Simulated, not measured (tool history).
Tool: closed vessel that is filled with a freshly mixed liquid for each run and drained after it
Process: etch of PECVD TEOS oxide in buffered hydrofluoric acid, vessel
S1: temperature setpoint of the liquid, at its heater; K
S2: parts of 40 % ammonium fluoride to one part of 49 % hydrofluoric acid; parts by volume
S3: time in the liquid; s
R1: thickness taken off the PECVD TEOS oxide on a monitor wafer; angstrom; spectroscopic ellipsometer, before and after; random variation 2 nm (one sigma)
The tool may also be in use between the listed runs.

run	day	S1	S2	S3	R1
1	0	297.15	7.5	90	3803.6
2	0.171	295.15	7.5	90	3380.3
3	0.483	293.65	8	90	2921.7
4	0.633	293.65	9	90	2574.5
5	0.888	292.65	9	90	2367.5
6	0.921	292.65	8	90	2726.4
7	1.117	292.15	8	90	2664.6

Forecast run 8:
8	1.292	291.65	8	90	?

R1: 2600.3 angstrom
